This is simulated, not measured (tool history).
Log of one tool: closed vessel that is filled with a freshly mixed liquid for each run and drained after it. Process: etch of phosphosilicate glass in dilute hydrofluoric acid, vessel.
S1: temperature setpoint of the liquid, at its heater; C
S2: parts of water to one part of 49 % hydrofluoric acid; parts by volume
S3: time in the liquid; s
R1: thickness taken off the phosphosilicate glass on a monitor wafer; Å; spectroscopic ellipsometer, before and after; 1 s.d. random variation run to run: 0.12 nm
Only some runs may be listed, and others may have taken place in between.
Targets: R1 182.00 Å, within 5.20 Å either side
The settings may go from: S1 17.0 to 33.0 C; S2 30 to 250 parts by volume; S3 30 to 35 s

run,hour,S1,S2,S3,R1
1,0.0,25.0,140,35,141.91
2,3.9,25.5,140,35,145.31
3,10.6,26.0,140,35,148.77
4,13.7,26.0,170,35,117.43
5,15.1,26.5,170,35,120.90
6,18.7,27.0,170,35,120.66
7,24.9,27.5,165,35,130.24
8,30.1,28.0,165,35,132.77
9,36.1,28.5,165,35,134.85
10,39.8,29.0,165,35,135.96
11,45.8,29.5,165,35,138.35
12,48.8,30.0,165,35,141.40
13,51.8,30.5,165,35,144.92
14,55.5,32.0,155,35,162.53
15,59.0,33.0,140,35,190.90
16,67.4,32.5,140,35,188.90

Which single option among these 5 for the next run brings every result within its allowed miss of target? Just one does.
A,75.8,30.5,110,30,?
B,75.8,32.5,120,30,?
C,75.8,32.0,135,35,?
D,75.8,30.5,120,30,?
E,75.8,33.0,115,30,?

move,R1
A,200.82
B,195.21
C,194.64
D,181.53
E,208.91
A: further off than the last run
B: further off than the last run
C: further off than the last run
D: each result inside its tolerance
E: further off than the last run
Correct choice: D, which meets every target

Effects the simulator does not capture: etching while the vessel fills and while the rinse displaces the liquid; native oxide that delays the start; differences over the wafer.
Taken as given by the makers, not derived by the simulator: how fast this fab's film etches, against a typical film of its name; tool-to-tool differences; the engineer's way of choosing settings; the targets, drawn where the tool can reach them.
